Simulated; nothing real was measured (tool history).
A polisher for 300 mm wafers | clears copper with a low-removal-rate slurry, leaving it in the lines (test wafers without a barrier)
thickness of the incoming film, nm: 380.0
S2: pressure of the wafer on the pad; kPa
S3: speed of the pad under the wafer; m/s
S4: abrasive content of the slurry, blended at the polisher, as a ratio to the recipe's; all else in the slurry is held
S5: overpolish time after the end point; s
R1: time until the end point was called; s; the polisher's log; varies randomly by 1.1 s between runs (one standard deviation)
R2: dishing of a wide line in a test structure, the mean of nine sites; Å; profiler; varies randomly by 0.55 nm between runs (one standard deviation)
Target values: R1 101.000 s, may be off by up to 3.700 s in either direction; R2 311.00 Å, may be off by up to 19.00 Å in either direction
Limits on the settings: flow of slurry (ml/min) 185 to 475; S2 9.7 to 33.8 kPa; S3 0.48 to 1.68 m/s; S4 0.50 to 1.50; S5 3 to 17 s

run 1 hour=0.0 | flow_of_slurry_(ml/min)=305 S2=21.4 S3=1.08 S4=1.00 S5=9 | R1=100.110 R2=230.88
run 2 hour=1.9 | flow_of_slurry_(ml/min)=305 S2=21.4 S3=1.08 S4=1.00 S5=10 | R1=100.890 R2=243.92
run 3 hour=10.6 | flow_of_slurry_(ml/min)=305 S2=21.4 S3=1.08 S4=1.00 S5=11 | R1=97.732 R2=271.03
run 4 hour=16.1 | flow_of_slurry_(ml/min)=305 S2=21.4 S3=1.34 S4=1.00 S5=11 | R1=80.302 R2=326.12
run 5 hour=17.5 | flow_of_slurry_(ml/min)=305 S2=21.4 S3=1.56 S4=1.00 S5=11 | R1=69.313 R2=372.86
run 6 hour=24.6 | flow_of_slurry_(ml/min)=305 S2=20.0 S3=1.56 S4=1.00 S5=11 | R1=74.063 R2=348.10
run 7 hour=29.9 | flow_of_slurry_(ml/min)=305 S2=18.6 S3=1.56 S4=1.00 S5=11 | R1=78.990 R2=340.74
run 8 hour=38.0 | flow_of_slurry_(ml/min)=305 S2=17.9 S3=1.56 S4=1.00 S5=11 | R1=79.239 R2=335.49
run 9 hour=45.3 | flow_of_slurry_(ml/min)=305 S2=16.5 S3=1.56 S4=1.00 S5=11 | R1=87.263 R2=300.16
run 10 hour=46.3 | flow_of_slurry_(ml/min)=305 S2=16.5 S3=1.56 S4=1.00 S5=11 | R1=87.238 R2=296.50
run 11 hour=48.9 | flow_of_slurry_(ml/min)=305 S2=15.9 S3=1.56 S4=1.00 S5=11 | R1=90.205 R2=288.70
run 12 hour=50.2 | flow_of_slurry_(ml/min)=305 S2=15.2 S3=1.56 S4=1.00 S5=11 | R1=94.191 R2=279.88
run 13 hour=55.8 | flow_of_slurry_(ml/min)=305 S2=14.5 S3=1.56 S4=1.00 S5=12 | R1=97.898 R2=283.75

5 next moves are on the table. One of them brings every result within its allowed miss. Which?
run A hour=61.4 | flow_of_slurry_(ml/min)=335 S2=12.4 S3=1.56 S4=0.85 S5=15 | R1=? R2=?
run B hour=61.4 | flow_of_slurry_(ml/min)=315 S2=15.2 S3=1.42 S4=1.15 S5=13 | R1=? R2=?
run C hour=61.4 | flow_of_slurry_(ml/min)=290 S2=15.9 S3=1.50 S4=1.00 S5=15 | R1=? R2=?
run D hour=61.4 | flow_of_slurry_(ml/min)=425 S2=11.7 S3=1.66 S4=0.85 S5=17 | R1=? R2=?
run E hour=61.4 | flow_of_slurry_(ml/min)=265 S2=17.9 S3=1.36 S4=0.70 S5=15 | R1=? R2=?

move=A R1=113.680 R2=306.35
move=B R1=99.611 R2=308.12
move=C R1=93.848 R2=363.00
move=D R1=110.350 R2=343.85
move=E R1=99.270 R2=350.61
A: puts the biggest miss on target and leaves a different result outside tolerance
B: in spec on every target
C: the result that was furthest off in the last run now lies on the other side of its target
D: the result that was furthest off in the last run now lies on the other side of its target
E: the result that was furthest off in the last run now lies on the other side of its target
B meets every target.

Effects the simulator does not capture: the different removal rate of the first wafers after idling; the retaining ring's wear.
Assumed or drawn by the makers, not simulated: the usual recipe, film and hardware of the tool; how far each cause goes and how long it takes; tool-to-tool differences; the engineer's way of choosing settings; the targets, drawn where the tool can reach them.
